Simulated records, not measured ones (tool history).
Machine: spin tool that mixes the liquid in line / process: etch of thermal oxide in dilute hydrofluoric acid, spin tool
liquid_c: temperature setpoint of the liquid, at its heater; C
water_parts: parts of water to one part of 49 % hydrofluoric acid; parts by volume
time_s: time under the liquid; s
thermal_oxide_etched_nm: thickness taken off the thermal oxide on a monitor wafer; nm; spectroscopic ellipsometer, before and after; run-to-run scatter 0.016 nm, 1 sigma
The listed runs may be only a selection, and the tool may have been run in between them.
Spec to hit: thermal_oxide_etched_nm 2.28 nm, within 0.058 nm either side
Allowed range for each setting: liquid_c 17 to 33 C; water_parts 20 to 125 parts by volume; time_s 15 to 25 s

Run 1, hour 0: liquid_c 25 C, water_parts 70 parts by volume, time_s 25 s. Result: thermal_oxide_etched_nm 1.8302 nm.
Run 2, hour 6.2: liquid_c 25 C, water_parts 90 parts by volume, time_s 25 s. Result: thermal_oxide_etched_nm 1.4102 nm.
Run 3, hour 7.7: liquid_c 25 C, water_parts 105 parts by volume, time_s 25 s. Result: thermal_oxide_etched_nm 1.1676 nm.
Run 4, hour 12.6: liquid_c 21.5 C, water_parts 105 parts by volume, time_s 25 s. Result: thermal_oxide_etched_nm 1.0225 nm.
Run 5, hour 13.8: liquid_c 18.5 C, water_parts 105 parts by volume, time_s 25 s. Result: thermal_oxide_etched_nm 0.89166 nm.
Run 6, hour 20.3: liquid_c 21.5 C, water_parts 100 parts by volume, time_s 25 s. Result: thermal_oxide_etched_nm 1.067 nm.
Run 7, hour 25.9: liquid_c 24 C, water_parts 95 parts by volume, time_s 25 s. Result: thermal_oxide_etched_nm 1.2644 nm.
Run 8, hour 30: liquid_c 26 C, water_parts 90 parts by volume, time_s 25 s. Result: thermal_oxide_etched_nm 1.4413 nm.
Run 9, hour 36.9: liquid_c 27.5 C, water_parts 85 parts by volume, time_s 25 s. Result: thermal_oxide_etched_nm 1.6254 nm.
Run 10, hour 45.5: liquid_c 28.5 C, water_parts 80 parts by volume, time_s 25 s. Result: thermal_oxide_etched_nm 1.8079 nm.

Exactly one of the 4 candidate moves below puts every result within its allowed miss. Which one?
Run A, hour 54.1: liquid_c 32 C, water_parts 70 parts by volume, time_s 25 s. Result: thermal_oxide_etched_nm ?.
Run B, hour 54.1: liquid_c 30 C, water_parts 65 parts by volume, time_s 25 s. Result: thermal_oxide_etched_nm ?.
Run C, hour 54.1: liquid_c 32.5 C, water_parts 70 parts by volume, time_s 25 s. Result: thermal_oxide_etched_nm ?.
Run D, hour 54.1: liquid_c 26 C, water_parts 60 parts by volume, time_s 25 s. Result: thermal_oxide_etched_nm ?.

move  thermal_oxide_etched_nm
   A                   2.3993
   B                   2.4118
   C                    2.445
   D                   2.2476
A: takes the result that was furthest off past its target
B: takes the result that was furthest off past its target
C: takes the result that was furthest off past its target
D: hits every target within its allowed miss
Move D is the one to make.
